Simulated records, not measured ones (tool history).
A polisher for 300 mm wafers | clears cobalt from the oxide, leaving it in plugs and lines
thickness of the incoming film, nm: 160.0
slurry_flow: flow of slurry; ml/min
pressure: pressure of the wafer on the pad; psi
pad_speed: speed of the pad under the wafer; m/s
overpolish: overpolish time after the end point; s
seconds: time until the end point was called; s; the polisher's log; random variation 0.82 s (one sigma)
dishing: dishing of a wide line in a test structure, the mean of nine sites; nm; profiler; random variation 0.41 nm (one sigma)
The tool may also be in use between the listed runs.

run 1 hour=0.0 | slurry_flow=290 pressure=2.2 pad_speed=0.84 overpolish=20 | seconds=40.978 dishing=42.219
run 2 hour=5.9 | slurry_flow=290 pressure=2.7 pad_speed=0.84 overpolish=20 | seconds=32.904 dishing=45.774
run 3 hour=13.0 | slurry_flow=290 pressure=2.7 pad_speed=0.84 overpolish=12 | seconds=33.135 dishing=35.434
run 4 hour=22.0 | slurry_flow=290 pressure=2.6 pad_speed=0.84 overpolish=11 | seconds=34.411 dishing=32.302
run 5 hour=30.6 | slurry_flow=290 pressure=3.1 pad_speed=0.84 overpolish=11 | seconds=29.050 dishing=34.906
run 6 hour=31.2 | slurry_flow=290 pressure=3.1 pad_speed=0.84 overpolish=6 | seconds=28.823 dishing=24.236
run 7 hour=39.6 | slurry_flow=290 pressure=2.9 pad_speed=0.84 overpolish=6 | seconds=30.221 dishing=23.508
run 8 hour=46.9 | slurry_flow=290 pressure=2.7 pad_speed=0.82 overpolish=7 | seconds=33.960 dishing=24.887
run 9 hour=54.7 | slurry_flow=290 pressure=2.5 pad_speed=0.82 overpolish=8 | seconds=36.755 dishing=25.414
run 10 hour=59.7 | slurry_flow=290 pressure=2.4 pad_speed=0.82 overpolish=9 | seconds=37.893 dishing=27.714
run 11 hour=67.9 | slurry_flow=290 pressure=2.3 pad_speed=0.82 overpolish=9 | seconds=39.927 dishing=26.849
run 12 hour=70.1 | slurry_flow=290 pressure=2.2 pad_speed=0.82 overpolish=9 | seconds=41.449 dishing=25.930
run 13 hour=72.0 | slurry_flow=290 pressure=1.8 pad_speed=0.80 overpolish=14 | seconds=50.311 dishing=29.868

Run 14 comes next. What will it give?
run 14 hour=73.6 | slurry_flow=290 pressure=1.8 pad_speed=0.80 overpolish=13 | seconds=? dishing=?

seconds: 50.531 s
dishing: 28.432 nm
